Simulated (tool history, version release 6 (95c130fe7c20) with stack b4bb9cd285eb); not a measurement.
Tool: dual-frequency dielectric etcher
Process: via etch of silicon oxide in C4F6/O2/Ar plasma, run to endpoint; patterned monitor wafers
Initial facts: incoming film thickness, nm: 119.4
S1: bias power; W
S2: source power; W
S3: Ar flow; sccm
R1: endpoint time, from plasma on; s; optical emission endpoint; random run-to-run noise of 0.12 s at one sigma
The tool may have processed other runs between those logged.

run	hour	S1	S2	S3	R1
1	0	336	410	332	30.977
2	9	367	410	332	30.247
3	10.6	367	460	332	28.558
4	12.8	373	460	332	28.529
5	17	329	460	332	29.817
# hour 19.5: bias power generator calibrated
6	19.5	329	460	373	30.616
7	23.7	347	460	373	30.394

What will run 8 give?
8	29.7	365	460	373	?

Run 8 measured R1 29.72 s.
